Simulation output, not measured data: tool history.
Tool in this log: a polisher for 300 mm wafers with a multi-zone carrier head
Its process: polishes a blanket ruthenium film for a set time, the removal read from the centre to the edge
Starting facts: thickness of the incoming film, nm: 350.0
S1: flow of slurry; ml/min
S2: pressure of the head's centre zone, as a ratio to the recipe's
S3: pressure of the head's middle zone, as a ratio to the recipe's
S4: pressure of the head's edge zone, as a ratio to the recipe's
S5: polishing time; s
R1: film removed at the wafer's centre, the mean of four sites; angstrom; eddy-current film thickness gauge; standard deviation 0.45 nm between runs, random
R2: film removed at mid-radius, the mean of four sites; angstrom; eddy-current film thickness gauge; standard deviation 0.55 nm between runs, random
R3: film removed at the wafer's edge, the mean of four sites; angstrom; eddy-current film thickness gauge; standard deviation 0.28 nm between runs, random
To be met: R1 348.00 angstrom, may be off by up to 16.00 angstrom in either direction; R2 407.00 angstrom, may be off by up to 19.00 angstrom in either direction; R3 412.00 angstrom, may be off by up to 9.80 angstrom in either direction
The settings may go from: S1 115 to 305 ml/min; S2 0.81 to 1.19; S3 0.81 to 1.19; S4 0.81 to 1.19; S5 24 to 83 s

Run 1, hour 0.0: S1 195 ml/min, S2 1.00, S3 1.00, S4 1.00, S5 53 s. Result: R1 591.35 angstrom, R2 563.15 angstrom, R3 575.69 angstrom.
Run 2, hour 5.0: S1 195 ml/min, S2 1.00, S3 1.00, S4 0.94, S5 53 s. Result: R1 572.24 angstrom, R2 574.66 angstrom, R3 561.52 angstrom.
Run 3, hour 9.6: S1 190 ml/min, S2 0.98, S3 0.99, S4 0.93, S5 51 s. Result: R1 542.50 angstrom, R2 549.05 angstrom, R3 533.98 angstrom.
Run 4, hour 13.5: S1 190 ml/min, S2 1.06, S3 0.99, S4 0.93, S5 51 s. Result: R1 576.29 angstrom, R2 540.80 angstrom, R3 534.45 angstrom.
Run 5, hour 17.6: S1 190 ml/min, S2 1.06, S3 0.99, S4 0.93, S5 58 s. Result: R1 647.72 angstrom, R2 630.24 angstrom, R3 609.26 angstrom.
Run 6, hour 21.1: S1 180 ml/min, S2 1.03, S3 0.98, S4 0.92, S5 56 s. Result: R1 610.46 angstrom, R2 596.58 angstrom, R3 583.33 angstrom.
Run 7, hour 26.2: S1 170 ml/min, S2 1.00, S3 0.98, S4 0.93, S5 54 s. Result: R1 572.69 angstrom, R2 562.44 angstrom, R3 556.72 angstrom.
Run 8, hour 29.3: S1 170 ml/min, S2 0.98, S3 0.98, S4 0.93, S5 52 s. Result: R1 555.97 angstrom, R2 545.42 angstrom, R3 539.38 angstrom.
Run 9, hour 36.9: S1 185 ml/min, S2 0.96, S3 0.98, S4 0.94, S5 49 s. Result: R1 508.44 angstrom, R2 531.22 angstrom, R3 513.47 angstrom.
Run 10, hour 38.1: S1 185 ml/min, S2 0.94, S3 0.96, S4 0.94, S5 48 s. Result: R1 489.94 angstrom, R2 515.33 angstrom, R3 504.76 angstrom.
At hour 44.1: edge zone pressure recalibrated.
Run 11, hour 44.1: S1 185 ml/min, S2 0.92, S3 0.94, S4 0.94, S5 47 s. Result: R1 470.15 angstrom, R2 481.43 angstrom, R3 512.19 angstrom.
Run 12, hour 51.3: S1 185 ml/min, S2 0.92, S3 0.94, S4 0.94, S5 47 s. Result: R1 476.44 angstrom, R2 490.70 angstrom, R3 515.60 angstrom.

Exercise: of the 5 proposed moves below, exactly one satisfies all targets within the stated allowed misses. Which move is it?
Run A, hour 58.5: S1 125 ml/min, S2 1.06, S3 0.87, S4 0.95, S5 40 s. Result: R1 ?, R2 ?, R3 ?.
Run B, hour 58.5: S1 175 ml/min, S2 0.89, S3 1.06, S4 0.88, S5 41 s. Result: R1 ?, R2 ?, R3 ?.
Run C, hour 58.5: S1 190 ml/min, S2 0.87, S3 0.85, S4 0.92, S5 40 s. Result: R1 ?, R2 ?, R3 ?.
Run D, hour 58.5: S1 235 ml/min, S2 0.81, S3 0.91, S4 0.81, S5 39 s. Result: R1 ?, R2 ?, R3 ?.
Run E, hour 58.5: S1 145 ml/min, S2 1.06, S3 0.98, S4 0.86, S5 54 s. Result: R1 ?, R2 ?, R3 ?.

move      R1      R2      R3
   A  439.79  370.56  428.64
   B  395.10  465.74  434.89
   C  379.88  381.40  437.04
   D  353.10  401.99  408.52
   E  605.85  561.81  558.87
A: an improvement on the last run, though not all results are within tolerance
B: an improvement on the last run, though not all results are within tolerance
C: an improvement on the last run, though not all results are within tolerance
D: in spec on every target
E: lands further from the targets than the last run did
Correct choice: D, which meets every target

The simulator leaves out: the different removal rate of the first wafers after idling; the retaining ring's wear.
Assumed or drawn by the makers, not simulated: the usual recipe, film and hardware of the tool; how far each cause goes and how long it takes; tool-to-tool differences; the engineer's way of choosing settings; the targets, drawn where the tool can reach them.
